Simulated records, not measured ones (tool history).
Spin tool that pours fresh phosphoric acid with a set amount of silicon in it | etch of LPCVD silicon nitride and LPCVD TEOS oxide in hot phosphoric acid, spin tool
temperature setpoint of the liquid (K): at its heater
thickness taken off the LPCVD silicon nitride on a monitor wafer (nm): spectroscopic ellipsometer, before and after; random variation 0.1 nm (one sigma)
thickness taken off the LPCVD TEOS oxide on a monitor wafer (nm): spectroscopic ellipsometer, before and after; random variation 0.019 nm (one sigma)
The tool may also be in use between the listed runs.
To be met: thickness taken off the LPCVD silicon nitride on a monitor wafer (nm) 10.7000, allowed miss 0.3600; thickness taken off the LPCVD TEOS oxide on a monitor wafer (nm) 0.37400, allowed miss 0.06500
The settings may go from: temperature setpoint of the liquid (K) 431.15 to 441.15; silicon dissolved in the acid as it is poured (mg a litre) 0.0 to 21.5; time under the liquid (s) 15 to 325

| run | hour | temperature setpoint of the liquid (K) | silicon dissolved in the acid as it is poured (mg a litre) | time under the liquid (s) | thickness taken off the LPCVD silicon nitride on a monitor wafer (nm) | thickness taken off the LPCVD TEOS oxide on a monitor wafer (nm) |
|---|---|---|---|---|---|---|
| 1 | 0.0 | 436.15 | 9.5 | 165 | 15.8200 | 0.56525 |
| 2 | 2.8 | 435.65 | 9.0 | 160 | 15.3290 | 0.54334 |
| 3 | 5.5 | 435.65 | 9.0 | 150 | 14.0910 | 0.46653 |
| 4 | 14.1 | 436.65 | 9.0 | 150 | 14.8000 | 0.55805 |
| 5 | 18.1 | 436.15 | 8.5 | 145 | 14.2540 | 0.53146 |
| 6 | 23.4 | 435.65 | 8.0 | 140 | 13.1100 | 0.46621 |
| 7 | 26.6 | 433.15 | 2.0 | 130 | 11.2660 | 0.40946 |
| 8 | 33.4 | 432.65 | 2.0 | 130 | 11.1380 | 0.39435 |

Which of these 4 next moves meets every target?
| A | 40.2 | 433.15 | 3.0 | 125 | ? | ? |
| B | 40.2 | 431.15 | 6.0 | 140 | ? | ? |
| C | 40.2 | 431.15 | 11.5 | 140 | ? | ? |
| D | 40.2 | 437.15 | 0.0 | 100 | ? | ? |

| move | thickness taken off the LPCVD silicon nitride on a monitor wafer (nm) | thickness taken off the LPCVD TEOS oxide on a monitor wafer (nm) |
|---|---|---|
| A | 10.8540 | 0.38553 |
| B | 11.3640 | 0.35060 |
| C | 11.3640 | 0.31124 |
| D | 9.9199 | 0.43757 |
A: meets every target
B: further off than the last run
C: further off than the last run
D: takes the result that was furthest off past its target
Answer: A

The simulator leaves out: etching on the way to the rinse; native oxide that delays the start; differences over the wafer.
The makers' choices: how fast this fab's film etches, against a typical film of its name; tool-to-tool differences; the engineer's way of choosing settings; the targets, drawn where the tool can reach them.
